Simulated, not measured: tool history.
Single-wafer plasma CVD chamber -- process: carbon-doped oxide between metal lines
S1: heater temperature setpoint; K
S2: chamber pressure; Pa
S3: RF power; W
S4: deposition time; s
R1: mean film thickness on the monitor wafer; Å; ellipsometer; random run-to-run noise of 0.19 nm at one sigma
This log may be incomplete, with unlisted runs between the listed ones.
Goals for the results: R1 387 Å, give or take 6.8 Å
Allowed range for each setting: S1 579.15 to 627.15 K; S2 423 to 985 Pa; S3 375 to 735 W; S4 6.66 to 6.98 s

Run 1, hour 0: S1 603.15 K, S2 704 Pa, S3 555 W, S4 6.98 s. Result: R1 434.33 Å.
Run 2, hour 1.8: S1 603.15 K, S2 704 Pa, S3 555 W, S4 6.66 s. Result: R1 413.07 Å.
Run 3, hour 3.4: S1 603.15 K, S2 704 Pa, S3 525 W, S4 6.66 s. Result: R1 400.99 Å.
Run 4, hour 4.6: S1 598.15 K, S2 704 Pa, S3 525 W, S4 6.66 s. Result: R1 411.59 Å.
Run 5, hour 7.6: S1 598.15 K, S2 704 Pa, S3 495 W, S4 6.66 s. Result: R1 403.16 Å.
Run 6, hour 10.4: S1 599.15 K, S2 700 Pa, S3 495 W, S4 6.66 s. Result: R1 396.85 Å.
Run 7, hour 18.7: S1 600.15 K, S2 697 Pa, S3 495 W, S4 6.66 s. Result: R1 397.46 Å.
Run 8, hour 21.9: S1 601.15 K, S2 695 Pa, S3 495 W, S4 6.66 s. Result: R1 399.72 Å.

Exactly one of the 5 candidate moves below puts every result within its allowed miss. Which one?
Run A, hour 25.1: S1 599.15 K, S2 719 Pa, S3 505 W, S4 6.92 s. Result: R1 ?.
Run B, hour 25.1: S1 610.15 K, S2 573 Pa, S3 500 W, S4 6.86 s. Result: R1 ?.
Run C, hour 25.1: S1 598.15 K, S2 667 Pa, S3 500 W, S4 6.71 s. Result: R1 ?.
Run D, hour 25.1: S1 591.15 K, S2 515 Pa, S3 475 W, S4 6.87 s. Result: R1 ?.
Run E, hour 25.1: S1 603.15 K, S2 684 Pa, S3 510 W, S4 6.98 s. Result: R1 ?.

move      R1
   A   421.1
   B  388.13
   C  404.43
   D  403.78
   E  417.28
A: lands further from the targets than the last run did
B: meets every target
C: lands further from the targets than the last run did
D: lands further from the targets than the last run did
E: lands further from the targets than the last run did
Answer: B

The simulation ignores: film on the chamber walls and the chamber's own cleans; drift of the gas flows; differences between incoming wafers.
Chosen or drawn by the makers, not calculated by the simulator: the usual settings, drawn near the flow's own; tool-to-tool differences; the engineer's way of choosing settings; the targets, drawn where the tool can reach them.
